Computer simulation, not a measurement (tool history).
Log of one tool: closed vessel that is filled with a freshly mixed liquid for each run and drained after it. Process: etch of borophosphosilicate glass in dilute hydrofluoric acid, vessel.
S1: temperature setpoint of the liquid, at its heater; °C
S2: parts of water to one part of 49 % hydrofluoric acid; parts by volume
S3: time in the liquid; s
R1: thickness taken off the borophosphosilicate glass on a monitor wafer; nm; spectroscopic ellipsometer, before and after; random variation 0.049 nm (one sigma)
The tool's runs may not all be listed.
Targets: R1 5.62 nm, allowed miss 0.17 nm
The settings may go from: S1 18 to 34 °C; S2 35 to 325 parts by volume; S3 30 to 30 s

run	day	S1	S2	S3	R1
1	0	26	180	30	10.165
2	0.183	26	180	30	10.051
3	0.325	25	185	30	9.4408
4	0.662	25	185	30	9.372
5	0.729	24	190	30	8.938
6	0.921	23.5	195	30	8.3294
7	1.083	23	200	30	8.1736
8	1.367	23	200	30	8.0027
9	1.725	22.5	205	30	7.633
10	1.925	22	210	30	7.2047
11	2.067	21.5	210	30	7.128
12	2.379	21	210	30	7.0201
13	2.546	21	210	30	7.0145

Which of these 5 next moves meets every target?
A	2.712	19	180	30	?
B	2.712	20.5	185	30	?
C	2.712	22.5	260	30	?
D	2.712	19.5	185	30	?
E	2.712	19.5	260	30	?

move	R1
A	7.7157
B	7.9214
C	5.6393
D	7.6187
E	5.0487
A: further off than the last run
B: further off than the last run
C: meets every target
D: further off than the last run
E: takes the result that was furthest off past its target
The right move is C.
